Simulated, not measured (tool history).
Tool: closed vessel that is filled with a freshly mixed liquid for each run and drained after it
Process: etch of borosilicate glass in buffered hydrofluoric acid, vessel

run	hour	temperature setpoint of the liquid (K)	parts of 40 % ammonium fluoride to one part of 49 % hydrofluoric acid (parts by volume)	time in the liquid (s)	thickness taken off the borosilicate glass on a monitor wafer (Å)
1	0	293.15	16.5	90	511.41
2	0.6	292.65	17.5	90	467.23
3	1.9	292.65	17.5	100	518.29
4	2.5	294.65	17.5	100	580.09
5	6.2	294.65	17.5	100	582.78
6	9.7	293.65	18.5	100	517.3
7	16.5	293.15	19.5	100	479.9
8	22.4	292.65	20	100	458.94
9	24.1	292.15	20.5	100	434.24
10	32.2	291.65	21	100	413.55
11	34.7	291.15	21.5	100	400.87
12	40.1	291.15	22	100	394
13	46.3	291.15	22.5	100	383.68

Run 14 comes next. What will it give?
14	47.2	291.15	23	100	?

{"run 14": {"thickness taken off the borosilicate glass on a monitor wafer (Å)": 379.59}}

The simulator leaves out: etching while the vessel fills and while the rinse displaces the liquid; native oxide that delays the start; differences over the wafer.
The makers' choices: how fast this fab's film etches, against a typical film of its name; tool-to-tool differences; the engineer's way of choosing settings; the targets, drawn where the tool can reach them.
